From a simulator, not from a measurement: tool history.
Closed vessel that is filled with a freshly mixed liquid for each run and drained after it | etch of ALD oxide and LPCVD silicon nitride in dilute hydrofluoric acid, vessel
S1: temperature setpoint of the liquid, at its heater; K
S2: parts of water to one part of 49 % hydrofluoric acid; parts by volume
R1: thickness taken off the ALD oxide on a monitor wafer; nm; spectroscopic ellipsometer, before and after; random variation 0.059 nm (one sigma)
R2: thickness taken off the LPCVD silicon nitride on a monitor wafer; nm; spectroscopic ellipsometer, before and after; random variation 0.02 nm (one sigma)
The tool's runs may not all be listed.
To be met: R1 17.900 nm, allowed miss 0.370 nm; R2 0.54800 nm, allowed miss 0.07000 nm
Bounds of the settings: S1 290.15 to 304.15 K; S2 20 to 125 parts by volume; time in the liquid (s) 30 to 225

{"run": 1, "hour": 0.0, "S1": 296.15, "S2": 70, "time in the liquid (s)": 115, "R1": 27.296, "R2": 0.72406}
{"run": 2, "hour": 5.2, "S1": 296.15, "S2": 45, "time in the liquid (s)": 115, "R1": 43.862, "R2": 1.2358}
{"run": 3, "hour": 11.2, "S1": 295.65, "S2": 55, "time in the liquid (s)": 115, "R1": 34.496, "R2": 0.95652}
{"run": 4, "hour": 20.1, "S1": 293.65, "S2": 55, "time in the liquid (s)": 115, "R1": 31.832, "R2": 0.87484}
{"run": 5, "hour": 26.0, "S1": 292.65, "S2": 60, "time in the liquid (s)": 115, "R1": 27.779, "R2": 0.65394}
{"run": 6, "hour": 27.1, "S1": 293.65, "S2": 65, "time in the liquid (s)": 115, "R1": 26.75, "R2": 0.70734}
{"run": 7, "hour": 32.8, "S1": 293.15, "S2": 70, "time in the liquid (s)": 115, "R1": 24.145, "R2": 0.64603}
{"run": 8, "hour": 41.4, "S1": 292.65, "S2": 75, "time in the liquid (s)": 115, "R1": 21.716, "R2": 0.5722}
{"run": 9, "hour": 49.9, "S1": 292.15, "S2": 80, "time in the liquid (s)": 115, "R1": 19.96, "R2": 0.52562}
{"run": 10, "hour": 53.3, "S1": 293.15, "S2": 90, "time in the liquid (s)": 115, "R1": 18.319, "R2": 0.48836}
{"run": 11, "hour": 54.3, "S1": 293.65, "S2": 90, "time in the liquid (s)": 115, "R1": 18.792, "R2": 0.51745}

5 next moves are on the table. One of them brings every result within its allowed miss. Which?
{"run": "A", "hour": 55.3, "S1": 297.15, "S2": 100, "time in the liquid (s)": 115, "R1": "?", "R2": "?"}
{"run": "B", "hour": 55.3, "S1": 292.15, "S2": 75, "time in the liquid (s)": 105, "R1": "?", "R2": "?"}
{"run": "C", "hour": 55.3, "S1": 295.15, "S2": 80, "time in the liquid (s)": 100, "R1": "?", "R2": "?"}
{"run": "D", "hour": 55.3, "S1": 296.65, "S2": 100, "time in the liquid (s)": 110, "R1": "?", "R2": "?"}
{"run": "E", "hour": 55.3, "S1": 290.15, "S2": 40, "time in the liquid (s)": 60, "R1": "?", "R2": "?"}

move=A R1=19.197 R2=0.58562
move=B R1=19.622 R2=0.50548
move=C R1=19.727 R2=0.55499
move=D R1=18.001 R2=0.54197
move=E R1=20.072 R2=0.46173
A: further off than the last run
B: further off than the last run
C: further off than the last run
D: meets every target
E: further off than the last run
Move D is the one to make.
